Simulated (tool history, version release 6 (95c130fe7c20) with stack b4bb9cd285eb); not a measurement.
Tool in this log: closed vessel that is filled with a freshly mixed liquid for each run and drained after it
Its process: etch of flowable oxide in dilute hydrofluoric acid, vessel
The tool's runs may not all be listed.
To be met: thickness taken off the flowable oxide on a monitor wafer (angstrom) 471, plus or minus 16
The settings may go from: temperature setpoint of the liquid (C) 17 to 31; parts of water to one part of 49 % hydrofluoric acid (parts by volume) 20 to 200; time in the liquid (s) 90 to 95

| run | hour | temperature setpoint of the liquid (C) | parts of water to one part of 49 % hydrofluoric acid (parts by volume) | time in the liquid (s) | thickness taken off the flowable oxide on a monitor wafer (angstrom) |
|---|---|---|---|---|---|
| 1 | 0 | 23 | 110 | 90 | 340.78 |
| 2 | 2.5 | 21 | 110 | 90 | 313.33 |
| 3 | 5.1 | 18.5 | 110 | 90 | 277.55 |
| 4 | 12.6 | 21.5 | 110 | 90 | 318.09 |
| 5 | 13.9 | 21.5 | 110 | 95 | 337.98 |
| 6 | 16 | 19.5 | 110 | 95 | 312.91 |
| 7 | 20.8 | 22 | 110 | 95 | 338.19 |
| 8 | 22.1 | 26 | 100 | 95 | 445.43 |

Next run, 5 choices. One meets every target within its allowed miss, the rest don't. Which?
| A | 23.4 | 30.5 | 105 | 90 | ? |
| B | 23.4 | 24 | 100 | 95 | ? |
| C | 23.4 | 27.5 | 105 | 90 | ? |
| D | 23.4 | 24.5 | 105 | 95 | ? |
| E | 23.4 | 24.5 | 95 | 90 | ? |

| move | thickness taken off the flowable oxide on a monitor wafer (angstrom) |
|---|---|
| A | 485.16 |
| B | 421.77 |
| C | 433.3 |
| D | 407.18 |
| E | 431.68 |
A: every result within its allowed miss
B: the biggest miss grows against the last run
C: the biggest miss grows against the last run
D: the biggest miss grows against the last run
E: the biggest miss grows against the last run
Answer: A
